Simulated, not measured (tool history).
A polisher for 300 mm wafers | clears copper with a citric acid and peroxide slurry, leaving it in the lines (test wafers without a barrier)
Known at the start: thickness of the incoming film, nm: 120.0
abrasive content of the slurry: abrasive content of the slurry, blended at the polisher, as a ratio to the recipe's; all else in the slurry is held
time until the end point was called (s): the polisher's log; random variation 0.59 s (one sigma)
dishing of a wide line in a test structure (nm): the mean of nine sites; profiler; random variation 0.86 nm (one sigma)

run  hour  flow of slurry (ml/min)  pressure of the wafer on the pad (kPa)  speed of the pad under the wafer (m/s)  abrasive content of the slurry  overpolish time after the end point (s)  time until the end point was called (s)  dishing of a wide line in a test structure (nm)
  1   0.0                      220                                    14.5                                    1.06                            1.00                                       25                                   78.455                                           27.099
  2   7.0                      220                                    15.9                                    1.06                            1.00                                       25                                   71.761                                           28.462
  3   8.5                      220                                    16.5                                    1.10                            1.00                                       26                                   65.357                                           31.901
  4  11.5                      220                                    16.5                                    1.10                            0.85                                       26                                   68.778                                           30.660
  5  18.9                      220                                    16.5                                    1.26                            0.85                                       26                                   61.598                                           34.992
  6  20.3                      220                                    17.2                                    1.28                            0.85                                       27                                   58.015                                           37.174
  7  28.7                      220                                    17.9                                    1.30                            0.85                                       28                                   53.103                                           40.349

The next listed run, before its measurement:
  8  37.2                      220                                    21.4                                    1.34                            0.85                                       36                                        ?                                                ?

Run 8 gave time until the end point was called (s) 43.581, dishing of a wide line in a test structure (nm) 58.989.
